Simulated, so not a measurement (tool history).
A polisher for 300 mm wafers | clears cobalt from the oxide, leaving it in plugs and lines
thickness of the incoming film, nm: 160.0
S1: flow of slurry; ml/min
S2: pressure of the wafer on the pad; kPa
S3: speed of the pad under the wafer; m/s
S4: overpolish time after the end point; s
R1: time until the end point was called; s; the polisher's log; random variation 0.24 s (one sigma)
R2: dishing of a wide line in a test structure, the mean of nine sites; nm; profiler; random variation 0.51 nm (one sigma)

Run 1, hour 0.0: S1 230 ml/min, S2 13.1 kPa, S3 0.98 m/s, S4 20 s. Result: R1 32.797 s, R2 33.613 nm.
Run 2, hour 1.6: S1 200 ml/min, S2 13.1 kPa, S3 0.98 m/s, S4 20 s. Result: R1 33.174 s, R2 33.981 nm.
Run 3, hour 7.9: S1 200 ml/min, S2 13.1 kPa, S3 1.14 m/s, S4 20 s. Result: R1 29.571 s, R2 35.206 nm.
Run 4, hour 16.9: S1 205 ml/min, S2 13.8 kPa, S3 1.14 m/s, S4 20 s. Result: R1 27.487 s, R2 35.410 nm.
Run 5, hour 22.1: S1 205 ml/min, S2 14.5 kPa, S3 1.14 m/s, S4 20 s. Result: R1 26.980 s, R2 34.960 nm.
Run 6, hour 25.8: S1 205 ml/min, S2 14.5 kPa, S3 1.14 m/s, S4 12 s. Result: R1 26.405 s, R2 32.173 nm.
Run 7, hour 30.1: S1 205 ml/min, S2 15.2 kPa, S3 1.14 m/s, S4 13 s. Result: R1 25.376 s, R2 33.308 nm.
Run 8, hour 39.1: S1 205 ml/min, S2 15.2 kPa, S3 1.14 m/s, S4 14 s. Result: R1 25.813 s, R2 33.679 nm.

The next listed run, before its measurement:
Run 9, hour 42.3: S1 205 ml/min, S2 15.9 kPa, S3 1.14 m/s, S4 14 s. Result: R1 ?, R2 ?.

{"run 9": {"R1": 24.659, "R2": 34.653}}
